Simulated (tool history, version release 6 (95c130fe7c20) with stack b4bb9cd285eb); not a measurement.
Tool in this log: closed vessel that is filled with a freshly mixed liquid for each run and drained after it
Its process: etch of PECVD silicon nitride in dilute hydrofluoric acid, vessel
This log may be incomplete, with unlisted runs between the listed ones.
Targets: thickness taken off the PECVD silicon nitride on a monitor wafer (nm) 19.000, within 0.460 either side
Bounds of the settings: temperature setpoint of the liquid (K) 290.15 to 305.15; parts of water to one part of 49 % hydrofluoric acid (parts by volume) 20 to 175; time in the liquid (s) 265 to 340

run  hour  temperature setpoint of the liquid (K)  parts of water to one part of 49 % hydrofluoric acid (parts by volume)  time in the liquid (s)  thickness taken off the PECVD silicon nitride on a monitor wafer (nm)
  1   0.0                                  297.15                                                                      95                     340                                                                 12.661
  2   5.4                                  295.15                                                                      95                     340                                                                 11.060
  3   9.2                                  297.15                                                                      95                     340                                                                 12.758
  4  12.5                                  298.65                                                                      95                     340                                                                 13.832
  5  13.6                                  300.15                                                                      95                     340                                                                 15.426
  6  18.3                                  300.15                                                                      95                     265                                                                 11.933
  7  23.0                                  304.15                                                                      80                     265                                                                 18.095
     29.6  -- thermometer replaced
  8  29.6                                  304.65                                                                      80                     265                                                                 17.162
  9  31.2                                  305.15                                                                      70                     265                                                                 20.310
 10  32.0                                  304.65                                                                      70                     265                                                                 19.620

Which of these 4 next moves meets every target?
  A  32.8                                  304.65                                                                      85                     340                                                                      ?
  B  32.8                                  303.65                                                                      75                     290                                                                      ?
  C  32.8                                  305.15                                                                      75                     285                                                                      ?
  D  32.8                                  305.15                                                                      80                     310                                                                      ?

move  thickness taken off the PECVD silicon nitride on a monitor wafer (nm)
   A                                                                 20.664
   B                                                                 18.765
   C                                                                 20.268
   D                                                                 20.661
A: the biggest miss grows against the last run
B: hits every target within its allowed miss
C: the biggest miss grows against the last run
D: the biggest miss grows against the last run
So the answer is move B, the one that meets all the targets.
